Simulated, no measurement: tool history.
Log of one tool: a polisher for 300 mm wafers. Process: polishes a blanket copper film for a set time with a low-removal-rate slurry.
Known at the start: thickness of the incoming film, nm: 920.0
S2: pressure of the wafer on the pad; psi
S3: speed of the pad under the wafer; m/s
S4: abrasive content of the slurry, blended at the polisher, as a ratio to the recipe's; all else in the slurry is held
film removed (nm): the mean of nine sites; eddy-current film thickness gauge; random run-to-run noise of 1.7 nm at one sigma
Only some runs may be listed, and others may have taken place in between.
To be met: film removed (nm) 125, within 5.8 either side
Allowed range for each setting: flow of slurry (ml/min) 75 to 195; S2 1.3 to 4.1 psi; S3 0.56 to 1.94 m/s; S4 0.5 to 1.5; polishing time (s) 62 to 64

{"run": 1, "day": 0.0, "flow of slurry (ml/min)": 125, "S2": 2.7, "S3": 1.24, "S4": 1, "polishing time (s)": 62, "film removed (nm)": 205.29}
{"run": 2, "day": 0.283, "flow of slurry (ml/min)": 125, "S2": 2.3, "S3": 1.24, "S4": 1, "polishing time (s)": 62, "film removed (nm)": 173.48}
{"run": 3, "day": 0.425, "flow of slurry (ml/min)": 155, "S2": 2.3, "S3": 1.24, "S4": 1, "polishing time (s)": 62, "film removed (nm)": 183.98}
{"run": 4, "day": 0.675, "flow of slurry (ml/min)": 155, "S2": 2.3, "S3": 1.24, "S4": 1.1, "polishing time (s)": 62, "film removed (nm)": 182.32}
{"run": 5, "day": 0.912, "flow of slurry (ml/min)": 150, "S2": 2, "S3": 1.24, "S4": 1.1, "polishing time (s)": 62, "film removed (nm)": 160.12}
{"run": 6, "day": 0.967, "flow of slurry (ml/min)": 150, "S2": 1.4, "S3": 1.24, "S4": 1.1, "polishing time (s)": 62, "film removed (nm)": 114.97}
{"run": 7, "day": 1.338, "flow of slurry (ml/min)": 155, "S2": 1.4, "S3": 1.24, "S4": 1.1, "polishing time (s)": 62, "film removed (nm)": 117.39}
{"run": 8, "day": 1.683, "flow of slurry (ml/min)": 160, "S2": 1.4, "S3": 1.24, "S4": 1.1, "polishing time (s)": 62, "film removed (nm)": 118.03}

Exactly one of the 4 candidate moves below puts every result within its allowed miss. Which one?
{"run": "A", "day": 2.029, "flow of slurry (ml/min)": 155, "S2": 1.4, "S3": 1.1, "S4": 1.15, "polishing time (s)": 63, "film removed (nm)": "?"}
{"run": "B", "day": 2.029, "flow of slurry (ml/min)": 140, "S2": 1.4, "S3": 1.28, "S4": 1.4, "polishing time (s)": 63, "film removed (nm)": "?"}
{"run": "C", "day": 2.029, "flow of slurry (ml/min)": 135, "S2": 1.3, "S3": 1.22, "S4": 1.2, "polishing time (s)": 62, "film removed (nm)": "?"}
{"run": "D", "day": 2.029, "flow of slurry (ml/min)": 160, "S2": 1.4, "S3": 1.14, "S4": 1.15, "polishing time (s)": 62, "film removed (nm)": "?"}

move=A film_removed_(nm)=107.75
move=B film_removed_(nm)=126.71
move=C film_removed_(nm)=106.72
move=D film_removed_(nm)=109.68
A: the biggest miss grows against the last run
B: each result inside its tolerance
C: the biggest miss grows against the last run
D: the biggest miss grows against the last run
B is the move that brings every result within its allowed miss.

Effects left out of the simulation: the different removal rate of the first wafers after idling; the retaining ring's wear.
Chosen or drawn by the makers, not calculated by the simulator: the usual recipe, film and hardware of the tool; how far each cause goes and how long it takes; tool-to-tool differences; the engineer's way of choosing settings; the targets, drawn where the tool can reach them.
